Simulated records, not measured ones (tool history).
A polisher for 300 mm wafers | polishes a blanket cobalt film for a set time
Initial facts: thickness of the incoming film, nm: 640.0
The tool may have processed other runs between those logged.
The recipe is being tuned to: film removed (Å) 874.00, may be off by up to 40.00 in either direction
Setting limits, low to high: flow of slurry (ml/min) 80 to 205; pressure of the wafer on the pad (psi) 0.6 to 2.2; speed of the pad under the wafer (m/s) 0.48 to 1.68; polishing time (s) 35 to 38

run	hour	flow of slurry (ml/min)	pressure of the wafer on the pad (psi)	speed of the pad under the wafer (m/s)	polishing time (s)	film removed (Å)
1	0.0	135	1.4	1.08	38	1293.70
2	6.5	135	1.3	1.08	38	1168.20
3	11.0	135	1.3	0.98	38	1069.90
4	13.9	135	1.6	0.98	38	1343.90
5	21.8	135	1.7	0.98	38	1381.30
6	29.1	135	1.7	1.14	38	1654.90
7	36.8	135	1.6	1.14	38	1560.60
8	44.6	135	1.6	1.14	38	1535.30
9	47.0	135	1.5	1.14	38	1466.10
10	48.2	135	1.4	1.14	38	1336.00
11	53.9	135	1.3	1.14	38	1245.50
12	58.2	135	1.2	1.14	38	1119.50
13	59.2	130	1.0	1.14	38	963.54
14	61.6	130	1.0	1.14	38	964.11

Which single option among these 5 for the next run brings every result within its allowed miss of target? Just one does.
A	64.0	115	0.8	1.24	36	?
B	64.0	180	0.9	1.22	35	?
C	64.0	125	1.0	1.32	38	?
D	64.0	115	0.9	1.30	38	?
E	64.0	150	1.0	1.18	38	?

move	film removed (Å)
A	765.83
B	865.86
C	1074.30
D	946.84
E	985.19
A: takes the result that was furthest off past its target
B: meets every target
C: the biggest miss grows against the last run
D: moves toward the targets from the last run without getting all of them in spec
E: the biggest miss grows against the last run
The right move is B.
